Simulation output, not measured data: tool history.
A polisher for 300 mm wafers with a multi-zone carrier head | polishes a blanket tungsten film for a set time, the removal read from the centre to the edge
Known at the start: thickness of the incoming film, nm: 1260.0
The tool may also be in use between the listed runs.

run  hour  flow of slurry (ml/min)  pressure of the head's centre zone  pressure of the head's middle zone  pressure of the head's edge zone  abrasive content of the slurry  polishing time (s)  film removed at the wafer's centre (nm)  film removed at mid-radius (nm)  film removed at the wafer's edge (nm)
  1   0.0                      130                                1.00                                1.00                              1.00                            1.00                  55                                   516.92                           504.38                                 516.34
  2   5.6                      130                                1.00                                1.00                              1.00                            0.90                  55                                   514.89                           493.06                                 500.18
  3  11.1                      120                                0.98                                0.95                              0.96                            0.75                  52                                   439.60                           424.66                                 442.30
  4  13.0                      120                                0.98                                0.95                              0.89                            0.75                  52                                   442.02                           422.72                                 427.91
  5  18.8                      115                                0.99                                0.92                              0.87                            0.65                  50                                   411.94                           380.11                                 391.57
  6  24.8                      115                                0.99                                0.92                              0.87                            0.65                  60                                   498.53                           461.36                                 477.42
  7  33.2                      115                                1.00                                0.90                              0.86                            0.60                  56                                   467.00                           418.34                                 437.00
  8  35.8                      115                                1.00                                0.90                              0.86                            0.60                  56                                   469.66                           413.07                                 432.22
  9  38.9                      110                                0.99                                0.88                              0.85                            0.55                  53                                   424.72                           375.40                                 393.88
 10  43.4                      105                                0.99                                0.86                              0.84                            0.55                  52                                   408.90                           357.15                                 386.92

Run 11, settings as shown, results not yet in. Your forecast:
 11  50.7                      105                                1.02                                0.85                              0.81                            0.50                  45                                        ?                                ?                                      ?

For run 11 the tool returned film removed at the wafer's centre (nm) 355.83, film removed at mid-radius (nm) 301.54, film removed at the wafer's edge (nm) 320.88.
